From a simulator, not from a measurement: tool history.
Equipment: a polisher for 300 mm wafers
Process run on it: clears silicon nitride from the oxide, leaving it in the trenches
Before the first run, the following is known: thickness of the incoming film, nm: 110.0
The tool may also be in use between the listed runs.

run	hour	flow of slurry (ml/min)	pressure of the wafer on the pad (psi)	speed of the pad under the wafer (cm/s)	overpolish time after the end point (s)	time until the end point was called (s)
1	0	125	2.3	130	8	101.52
2	8.6	125	2.9	130	8	81.267
3	10.9	125	2.9	100	8	106.7
4	19.5	105	2.9	100	8	110.62
5	26.6	105	2.9	100	8	110.15
6	35.3	105	2.9	100	8	110.42
# hour 38.7: worn pad replaced by a new one
7	38.7	105	2.8	100	8	106.31
8	46.6	105	2.6	98	8	113.54
9	47.7	105	2.4	96	8	125.23

What will run 10 give?
10	53.4	95	2	94	8	?

Run 10 came out at time until the end point was called (s) 156.41.
